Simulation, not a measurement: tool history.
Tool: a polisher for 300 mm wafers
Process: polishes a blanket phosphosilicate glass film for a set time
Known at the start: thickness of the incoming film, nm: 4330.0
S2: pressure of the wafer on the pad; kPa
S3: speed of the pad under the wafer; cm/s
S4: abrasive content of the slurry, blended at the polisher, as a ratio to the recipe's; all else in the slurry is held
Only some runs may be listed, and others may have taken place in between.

run 1 hour=0.0 | flow_of_slurry_(ml/min)=270 S2=26.9 S3=110 S4=1.00 polishing_time_(s)=38 | film_removed_(angstrom)=4672.0
run 2 hour=2.1 | flow_of_slurry_(ml/min)=270 S2=33.1 S3=110 S4=1.00 polishing_time_(s)=38 | film_removed_(angstrom)=5549.9
run 3 hour=3.9 | flow_of_slurry_(ml/min)=270 S2=33.1 S3=110 S4=1.00 polishing_time_(s)=38 | film_removed_(angstrom)=5701.9
run 4 hour=11.0 | flow_of_slurry_(ml/min)=270 S2=33.1 S3=110 S4=1.15 polishing_time_(s)=38 | film_removed_(angstrom)=5927.8
run 5 hour=14.2 | flow_of_slurry_(ml/min)=270 S2=35.9 S3=110 S4=1.15 polishing_time_(s)=38 | film_removed_(angstrom)=6614.3
run 6 hour=15.5 | flow_of_slurry_(ml/min)=270 S2=35.9 S3=110 S4=1.30 polishing_time_(s)=38 | film_removed_(angstrom)=6661.4

Run 7 is up next; what results do you expect?
run 7 hour=23.4 | flow_of_slurry_(ml/min)=270 S2=29.0 S3=94 S4=1.25 polishing_time_(s)=37 | film_removed_(angstrom)=?

film removed (angstrom): 4656.8
